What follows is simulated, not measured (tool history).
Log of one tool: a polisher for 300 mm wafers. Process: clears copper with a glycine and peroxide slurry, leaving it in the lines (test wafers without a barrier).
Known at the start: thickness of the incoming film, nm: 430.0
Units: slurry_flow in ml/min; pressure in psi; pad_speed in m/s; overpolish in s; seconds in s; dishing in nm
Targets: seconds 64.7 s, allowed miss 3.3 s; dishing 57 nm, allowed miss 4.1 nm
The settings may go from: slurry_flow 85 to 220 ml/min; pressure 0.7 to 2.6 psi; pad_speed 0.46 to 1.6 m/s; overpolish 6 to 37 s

{"run": 1, "hour": 0.0, "slurry_flow": 140, "pressure": 1.6, "pad_speed": 1.02, "overpolish": 19, "seconds": 97.532, "dishing": 45.336}
{"run": 2, "hour": 6.0, "slurry_flow": 140, "pressure": 1.7, "pad_speed": 1.04, "overpolish": 19, "seconds": 92.889, "dishing": 45.787}
{"run": 3, "hour": 13.3, "slurry_flow": 140, "pressure": 1.7, "pad_speed": 1.04, "overpolish": 11, "seconds": 94.045, "dishing": 30.569}
{"run": 4, "hour": 18.6, "slurry_flow": 140, "pressure": 1.7, "pad_speed": 1.26, "overpolish": 11, "seconds": 84.729, "dishing": 31.646}
{"run": 5, "hour": 24.0, "slurry_flow": 170, "pressure": 1.7, "pad_speed": 1.26, "overpolish": 11, "seconds": 82.354, "dishing": 31.399}
{"run": 6, "hour": 32.8, "slurry_flow": 170, "pressure": 1.8, "pad_speed": 1.26, "overpolish": 12, "seconds": 80.689, "dishing": 36.746}
{"run": 7, "hour": 40.6, "slurry_flow": 170, "pressure": 1.9, "pad_speed": 1.26, "overpolish": 12, "seconds": 77.433, "dishing": 38.249}
{"run": 8, "hour": 47.4, "slurry_flow": 170, "pressure": 2.4, "pad_speed": 1.28, "overpolish": 19, "seconds": 60.631, "dishing": 61.8}

4 next moves are on the table. One of them brings every result within its allowed miss. Which?
{"run": "A", "hour": 54.2, "slurry_flow": 170, "pressure": 2.6, "pad_speed": 1.14, "overpolish": 20, "seconds": "?", "dishing": "?"}
{"run": "B", "hour": 54.2, "slurry_flow": 195, "pressure": 2.6, "pad_speed": 1.24, "overpolish": 19, "seconds": "?", "dishing": "?"}
{"run": "C", "hour": 54.2, "slurry_flow": 135, "pressure": 2.6, "pad_speed": 1.1, "overpolish": 18, "seconds": "?", "dishing": "?"}
{"run": "D", "hour": 54.2, "slurry_flow": 160, "pressure": 2.6, "pad_speed": 1.48, "overpolish": 14, "seconds": "?", "dishing": "?"}

move=A seconds=62.88 dishing=64.326
move=B seconds=58.845 dishing=64.78
move=C seconds=66.266 dishing=57.778
move=D seconds=54.126 dishing=55.322
A: brings the result that was furthest off to its target, and leaves another outside
B: further off than the last run
C: meets every target
D: further off than the last run
Answer: C
